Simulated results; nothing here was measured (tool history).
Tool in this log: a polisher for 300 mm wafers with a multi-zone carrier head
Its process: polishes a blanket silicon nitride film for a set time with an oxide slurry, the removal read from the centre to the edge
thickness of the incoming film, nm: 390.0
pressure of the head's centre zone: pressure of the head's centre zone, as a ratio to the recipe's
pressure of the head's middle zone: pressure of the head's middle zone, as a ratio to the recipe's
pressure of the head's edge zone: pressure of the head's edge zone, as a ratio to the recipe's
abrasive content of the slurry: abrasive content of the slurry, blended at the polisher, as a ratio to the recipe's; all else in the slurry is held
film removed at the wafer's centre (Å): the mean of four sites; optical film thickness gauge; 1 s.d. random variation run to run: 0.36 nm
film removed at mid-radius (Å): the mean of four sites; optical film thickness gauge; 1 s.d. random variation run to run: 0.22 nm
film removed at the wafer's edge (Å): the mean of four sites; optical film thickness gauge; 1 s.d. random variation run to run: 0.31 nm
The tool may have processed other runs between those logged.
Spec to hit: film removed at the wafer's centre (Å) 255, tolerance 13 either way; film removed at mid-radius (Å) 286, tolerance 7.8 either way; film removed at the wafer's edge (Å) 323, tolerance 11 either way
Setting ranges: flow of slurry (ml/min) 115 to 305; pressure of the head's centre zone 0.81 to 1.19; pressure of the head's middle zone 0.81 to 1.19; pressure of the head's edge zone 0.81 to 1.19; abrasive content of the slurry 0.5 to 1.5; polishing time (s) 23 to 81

run	hour	flow of slurry (ml/min)	pressure of the head's centre zone	pressure of the head's middle zone	pressure of the head's edge zone	abrasive content of the slurry	polishing time (s)	film removed at the wafer's centre (Å)	film removed at mid-radius (Å)	film removed at the wafer's edge (Å)
1	0	195	1	1	1	1	52	440.13	454.8	454.24
2	1.2	190	0.98	0.98	1	0.95	52	422.73	434.63	443.41
3	3.3	185	0.96	0.97	1	0.9	51	390.65	415.4	415.54
4	11.3	185	0.96	0.93	1	0.9	51	393.4	396.67	411.71
5	17.9	180	0.94	0.92	1.02	0.85	51	360.23	381.16	404.16
6	21.9	180	0.94	0.86	1.02	0.85	51	377.75	366.22	408.05
7	26.8	130	0.84	0.86	1.03	0.6	48	227.43	252.12	286.02
8	32.4	140	0.84	0.86	1.04	0.6	48	233.11	252.61	287.3
9	39.9	145	0.84	0.87	1.05	0.6	48	236.66	260.93	291.11
10	44	150	0.84	0.87	1.06	0.6	48	236.04	260.38	298.27
11	49.1	155	0.84	0.87	1.06	0.6	48	235.56	258.78	295.41
12	52.5	165	0.84	0.88	1.07	0.6	48	246.52	264.92	297.68
13	55.7	165	0.84	0.89	1.08	0.6	48	239.38	265.65	299.21

Which one of the following 5 next-run settings gets every result inside its allowed miss? There is exactly one.
A	58.9	140	0.93	1.04	1.01	0.7	39	?	?	?
B	58.9	155	0.81	0.86	1.02	0.65	50	?	?	?
C	58.9	200	0.92	1.06	0.96	0.55	50	?	?	?
D	58.9	195	0.91	1.02	1.06	0.7	40	?	?	?
E	58.9	150	0.96	0.81	1.07	0.6	47	?	?	?

move	film removed at the wafer's centre (Å)	film removed at mid-radius (Å)	film removed at the wafer's edge (Å)
A	230.26	266.27	262.35
B	251.11	289.24	323.62
C	253.7	298.19	278.8
D	245.22	283.64	286.06
E	255.1	243.37	290.38
A: misses by more than the last run did
B: hits every target within its allowed miss
C: takes the biggest miss from the last run beyond its target
D: gets the furthest-off result to its target, but another result is out of tolerance
E: misses by more than the last run did
Answer: B

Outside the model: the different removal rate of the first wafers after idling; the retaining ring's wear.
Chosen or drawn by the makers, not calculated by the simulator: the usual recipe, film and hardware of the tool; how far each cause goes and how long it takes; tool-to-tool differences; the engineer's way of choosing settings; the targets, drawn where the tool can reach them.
